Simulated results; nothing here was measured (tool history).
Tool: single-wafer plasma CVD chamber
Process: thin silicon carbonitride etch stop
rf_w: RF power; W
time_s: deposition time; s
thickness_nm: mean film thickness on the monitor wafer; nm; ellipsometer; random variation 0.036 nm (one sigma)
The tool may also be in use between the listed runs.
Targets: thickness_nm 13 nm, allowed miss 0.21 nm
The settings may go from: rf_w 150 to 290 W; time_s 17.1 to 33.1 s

run	day	rf_w	time_s	thickness_nm
1	0	220	25.1	14.456
2	0.162	240	25.1	14.879
3	0.212	225	24.9	14.442
4	0.433	205	24.9	14.057
5	0.671	195	24.8	13.796
6	0.725	210	24.8	14.099
7	0.808	200	24.7	13.87
8	1.096	190	24.6	13.607

5 next moves are on the table. One of them brings every result within its allowed miss. Which?
A	1.383	180	25.9	?
B	1.383	160	23.9	?
C	1.383	175	24	?
D	1.383	200	25.5	?
E	1.383	230	24.3	?

move	thickness_nm
A	14.135
B	12.631
C	12.998
D	14.327
E	14.194
A: further off than the last run
B: takes the result that was furthest off past its target
C: meets every target
D: further off than the last run
E: further off than the last run
Answer: C
